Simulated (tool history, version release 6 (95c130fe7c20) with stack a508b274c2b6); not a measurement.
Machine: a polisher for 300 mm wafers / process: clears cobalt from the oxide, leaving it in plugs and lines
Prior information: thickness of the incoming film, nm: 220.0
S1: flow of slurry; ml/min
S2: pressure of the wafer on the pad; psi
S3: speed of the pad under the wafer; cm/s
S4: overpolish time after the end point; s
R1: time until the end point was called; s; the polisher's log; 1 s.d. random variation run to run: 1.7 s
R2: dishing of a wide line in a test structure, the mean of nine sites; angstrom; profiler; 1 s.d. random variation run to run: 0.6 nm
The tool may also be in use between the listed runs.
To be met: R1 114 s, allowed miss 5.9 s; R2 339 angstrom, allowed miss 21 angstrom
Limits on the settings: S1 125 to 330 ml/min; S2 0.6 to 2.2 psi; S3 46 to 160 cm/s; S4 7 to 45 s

run  hour   S1   S2   S3  S4      R1      R2
  1     0  210  1.4  102  23  70.113  502.57
  2   6.7  210  1.6  102  23  59.955  542.37
  3  11.5  190  1.6  102  23  61.103  550.36
  4  12.3  190  1.6   86  23  70.906  506.77
  5  16.2  190  1.4   84  21  82.816  430.15
  6  17.7  190  1.8   84  21  65.115  493.36
  7  24.5  190  1.6   82  20  73.929  460.87
  8  29.7  190  1.4   80  19  88.364  393.98
  9    36  190  1.3   80  19  92.477  377.63
 10  38.6  190  1.2   80  19   100.6  353.61

Below are 5 possible settings for the next run. Only one of them brings all results inside the allowed miss of their targets. Which is it?
  A  41.2  210  1.4   82  19   ?   ?
  B  41.2  150  1.1   94  20   ?   ?
  C  41.2  165  1.1  102  17   ?   ?
  D  41.2  175  1.1   70  25   ?   ?
  E  41.2  210    1   82  20   ?   ?

move      R1      R2
   A  83.091  410.51
   B  96.281  385.53
   C   87.69  367.39
   D     125  376.83
   E  114.95  341.16
A: the biggest miss grows against the last run
B: the biggest miss grows against the last run
C: the biggest miss grows against the last run
D: takes the result that was furthest off past its target
E: all results in spec
Correct choice: E, which meets every target

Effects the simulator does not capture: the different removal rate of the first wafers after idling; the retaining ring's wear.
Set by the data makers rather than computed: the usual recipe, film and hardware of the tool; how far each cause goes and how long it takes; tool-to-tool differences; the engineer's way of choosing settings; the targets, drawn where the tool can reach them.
